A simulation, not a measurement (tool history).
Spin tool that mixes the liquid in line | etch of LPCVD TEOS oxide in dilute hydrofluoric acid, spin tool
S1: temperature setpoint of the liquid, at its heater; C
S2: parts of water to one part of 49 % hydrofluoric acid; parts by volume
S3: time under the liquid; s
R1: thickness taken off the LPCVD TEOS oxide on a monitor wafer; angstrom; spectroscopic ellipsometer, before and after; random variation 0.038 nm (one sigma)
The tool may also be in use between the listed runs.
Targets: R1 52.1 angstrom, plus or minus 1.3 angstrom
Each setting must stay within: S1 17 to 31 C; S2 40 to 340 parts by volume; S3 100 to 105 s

{"run": 1, "hour": 0.0, "S1": 23, "S2": 190, "S3": 100, "R1": 81.012}
{"run": 2, "hour": 6.7, "S1": 21.5, "S2": 200, "S3": 100, "R1": 72.446}
{"run": 3, "hour": 10.5, "S1": 20, "S2": 210, "S3": 100, "R1": 64.679}
{"run": 4, "hour": 13.8, "S1": 20, "S2": 210, "S3": 105, "R1": 68.011}
{"run": 5, "hour": 20.3, "S1": 22.5, "S2": 210, "S3": 105, "R1": 74.013}
{"run": 6, "hour": 22.4, "S1": 22.5, "S2": 245, "S3": 105, "R1": 61.496}
{"run": 7, "hour": 26.1, "S1": 21, "S2": 245, "S3": 105, "R1": 58.043}
{"run": 8, "hour": 29.1, "S1": 20, "S2": 245, "S3": 105, "R1": 56.726}
{"run": 9, "hour": 34.8, "S1": 17, "S2": 245, "S3": 105, "R1": 49.671}

Which one of the following 4 next-run settings gets every result inside its allowed miss? There is exactly one.
{"run": "A", "hour": 40.5, "S1": 17, "S2": 230, "S3": 100, "R1": "?"}
{"run": "B", "hour": 40.5, "S1": 18, "S2": 260, "S3": 105, "R1": "?"}
{"run": "C", "hour": 40.5, "S1": 18, "S2": 235, "S3": 105, "R1": "?"}
{"run": "D", "hour": 40.5, "S1": 17, "S2": 240, "S3": 100, "R1": "?"}

move=A R1=52.095
move=B R1=48.979
move=C R1=55.415
move=D R1=49.485
A: in spec on every target
B: its largest miss is bigger than the last run's
C: pushes the last run's worst result past its target
D: its largest miss is bigger than the last run's
Correct choice: A, which meets every target
